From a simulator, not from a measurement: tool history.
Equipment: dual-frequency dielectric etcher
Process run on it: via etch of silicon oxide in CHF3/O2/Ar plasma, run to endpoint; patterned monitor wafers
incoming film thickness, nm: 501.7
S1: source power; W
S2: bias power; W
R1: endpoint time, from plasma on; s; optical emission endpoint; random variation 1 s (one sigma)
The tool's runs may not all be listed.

run 1 day=0.000 | S1=760 S2=190 | R1=211.77
run 2 day=0.162 | S1=650 S2=190 | R1=225.19
run 3 day=0.433 | S1=600 S2=190 | R1=232.74
run 4 day=0.592 | S1=530 S2=190 | R1=242.39
run 5 day=0.862 | S1=640 S2=195 | R1=220.78
run 6 day=1.121 | S1=570 S2=195 | R1=234.13
run 7 day=1.446 | S1=660 S2=199 | R1=219.99
run 8 day=1.608 | S1=730 S2=202 | R1=208.57
run 9 day=1.650 | S1=780 S2=204 | R1=203.85

What does the tool deliver on the next run?
run 10 day=1.975 | S1=820 S2=206 | R1=?

Run 10 gave R1 199.77 s.
